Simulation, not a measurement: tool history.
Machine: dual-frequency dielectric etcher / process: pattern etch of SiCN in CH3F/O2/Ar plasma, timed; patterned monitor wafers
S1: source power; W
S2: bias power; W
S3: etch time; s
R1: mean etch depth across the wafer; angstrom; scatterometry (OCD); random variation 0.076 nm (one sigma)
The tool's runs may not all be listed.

Run 1, hour 0.0: S1 510 W, S2 66 W, S3 43.0 s. Result: R1 190.21 angstrom.
Run 2, hour 7.7: S1 510 W, S2 72 W, S3 43.0 s. Result: R1 196.66 angstrom.
Run 3, hour 11.8: S1 480 W, S2 70 W, S3 43.0 s. Result: R1 189.36 angstrom.
Run 4, hour 15.9: S1 480 W, S2 78 W, S3 43.0 s. Result: R1 195.34 angstrom.
Run 5, hour 20.1: S1 460 W, S2 76 W, S3 43.0 s. Result: R1 192.00 angstrom.
Run 6, hour 23.2: S1 550 W, S2 76 W, S3 43.0 s. Result: R1 207.83 angstrom.
Run 7, hour 31.7: S1 520 W, S2 74 W, S3 43.0 s. Result: R1 199.96 angstrom.

Run 8 has not been measured yet. What should we expect?
Run 8, hour 32.3: S1 490 W, S2 73 W, S3 43.0 s. Result: R1 ?.

For run 8 the tool returned R1 194.78 angstrom.
